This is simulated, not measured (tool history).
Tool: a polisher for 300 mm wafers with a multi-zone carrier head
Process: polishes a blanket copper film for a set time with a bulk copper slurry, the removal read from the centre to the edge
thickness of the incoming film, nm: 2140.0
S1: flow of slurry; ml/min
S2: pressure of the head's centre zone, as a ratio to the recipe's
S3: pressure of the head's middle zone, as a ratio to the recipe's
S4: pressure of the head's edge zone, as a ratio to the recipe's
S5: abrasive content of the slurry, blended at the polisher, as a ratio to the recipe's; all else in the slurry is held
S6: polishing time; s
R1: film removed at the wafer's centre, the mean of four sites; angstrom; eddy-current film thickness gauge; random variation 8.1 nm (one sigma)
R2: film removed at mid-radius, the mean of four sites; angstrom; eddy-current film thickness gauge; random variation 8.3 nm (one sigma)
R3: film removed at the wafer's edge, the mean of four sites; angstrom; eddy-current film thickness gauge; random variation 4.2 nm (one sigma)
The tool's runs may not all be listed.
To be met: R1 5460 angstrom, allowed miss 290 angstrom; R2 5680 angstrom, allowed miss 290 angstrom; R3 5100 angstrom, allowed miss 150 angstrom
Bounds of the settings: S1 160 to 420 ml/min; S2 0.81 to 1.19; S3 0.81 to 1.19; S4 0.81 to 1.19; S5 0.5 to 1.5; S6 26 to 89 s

Run 1, hour 0: S1 270 ml/min, S2 1, S3 1, S4 1, S5 1, S6 57 s. Result: R1 6950.3 angstrom, R2 7266 angstrom, R3 7073.5 angstrom.
Run 2, hour 5: S1 270 ml/min, S2 1, S3 1, S4 0.99, S5 0.95, S6 56 s. Result: R1 6757.8 angstrom, R2 6659.3 angstrom, R3 6775.6 angstrom.
Run 3, hour 10.9: S1 270 ml/min, S2 1, S3 1.02, S4 0.97, S5 0.9, S6 55 s. Result: R1 6636 angstrom, R2 6667.6 angstrom, R3 6552.2 angstrom.
Run 4, hour 19.1: S1 270 ml/min, S2 1, S3 1.02, S4 0.97, S5 0.9, S6 46 s. Result: R1 5543.3 angstrom, R2 5529.1 angstrom, R3 5478.6 angstrom.
Run 5, hour 21.8: S1 270 ml/min, S2 1, S3 1.02, S4 0.97, S5 1.05, S6 46 s. Result: R1 5755.1 angstrom, R2 5837.2 angstrom, R3 5692.4 angstrom.
Run 6, hour 23.1: S1 270 ml/min, S2 1, S3 1.02, S4 0.97, S5 1.15, S6 46 s. Result: R1 5954.3 angstrom, R2 6126.7 angstrom, R3 5800.4 angstrom.
Run 7, hour 31.6: S1 270 ml/min, S2 1, S3 1.02, S4 0.96, S5 1.15, S6 46 s. Result: R1 6035.3 angstrom, R2 5848.7 angstrom, R3 5828 angstrom.
Run 8, hour 36.5: S1 270 ml/min, S2 1, S3 1.03, S4 0.95, S5 1.1, S6 46 s. Result: R1 5877 angstrom, R2 5913.6 angstrom, R3 5663.6 angstrom.

Which of these 4 next moves meets every target?
Run A, hour 41.4: S1 275 ml/min, S2 1.06, S3 0.99, S4 0.95, S5 1.05, S6 42 s. Result: R1 ?, R2 ?, R3 ?.
Run B, hour 41.4: S1 360 ml/min, S2 1.17, S3 1.19, S4 0.82, S5 1.1, S6 41 s. Result: R1 ?, R2 ?, R3 ?.
Run C, hour 41.4: S1 265 ml/min, S2 1.13, S3 1.08, S4 0.88, S5 1.2, S6 41 s. Result: R1 ?, R2 ?, R3 ?.
Run D, hour 41.4: S1 240 ml/min, S2 1.05, S3 1.11, S4 0.96, S5 1.1, S6 41 s. Result: R1 ?, R2 ?, R3 ?.

move      R1      R2      R3
   A  5479.2  5335.1  5209.8
   B  6123.2  6293.2    4893
   C  5904.3    5800    5085
   D    5308    5753  5126.2
A: brings the result that was furthest off to its target, and leaves another outside
B: takes the result that was furthest off past its target
C: brings the result that was furthest off to its target, and leaves another outside
D: meets every target
The right move is D.
